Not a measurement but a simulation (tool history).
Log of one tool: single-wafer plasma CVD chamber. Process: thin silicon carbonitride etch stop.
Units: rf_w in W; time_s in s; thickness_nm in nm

run,hour,rf_w,time_s,thickness_nm
1,0,150,12.5,6.3123
2,5.1,145,12.2,6.16
3,10.9,135,12.2,5.948
4,19.5,135,13.6,6.6505
5,20.3,115,13.6,6.3797
6,21.1,115,14.8,6.9444
7,27.3,115,14.2,6.5764
8,32.1,115,13.8,6.4726
9,39.6,115,13.3,6.2192

The next listed run, before its measurement:
10,46.2,115,12.9,?

Run 10 gave thickness_nm 6.0158 nm.
